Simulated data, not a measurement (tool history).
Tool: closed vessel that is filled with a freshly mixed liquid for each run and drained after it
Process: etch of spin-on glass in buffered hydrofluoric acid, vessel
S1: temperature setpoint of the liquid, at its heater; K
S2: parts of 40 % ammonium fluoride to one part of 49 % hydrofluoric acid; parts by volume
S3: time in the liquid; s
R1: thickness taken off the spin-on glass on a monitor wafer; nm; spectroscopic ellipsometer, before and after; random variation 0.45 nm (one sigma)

| run | day | S1 | S2 | S3 | R1 |
|---|---|---|---|---|---|
| 1 | 0.000 | 295.15 | 22.0 | 30 | 21.582 |
| 2 | 0.362 | 297.15 | 18.5 | 30 | 26.849 |
| 3 | 0.650 | 298.65 | 15.5 | 30 | 35.298 |
| 4 | 0.867 | 299.65 | 14.5 | 30 | 39.402 |
| 5 | 0.971 | 300.65 | 14.0 | 30 | 43.843 |
| 6 | 1.183 | 298.15 | 14.0 | 30 | 38.099 |
| 7 | 1.496 | 299.65 | 13.5 | 30 | 42.419 |
| 8 | 1.575 | 300.65 | 13.5 | 30 | 45.298 |
| 9 | 1.942 | 301.15 | 13.5 | 30 | 46.100 |
| 10 | 2.288 | 301.65 | 13.5 | 30 | 48.063 |
| 11 | 2.646 | 302.15 | 13.5 | 30 | 48.247 |

The next listed run, before its measurement:
| 12 | 2.954 | 303.15 | 11.5 | 30 | ? |

{"run 12": {"R1": 60.444}}
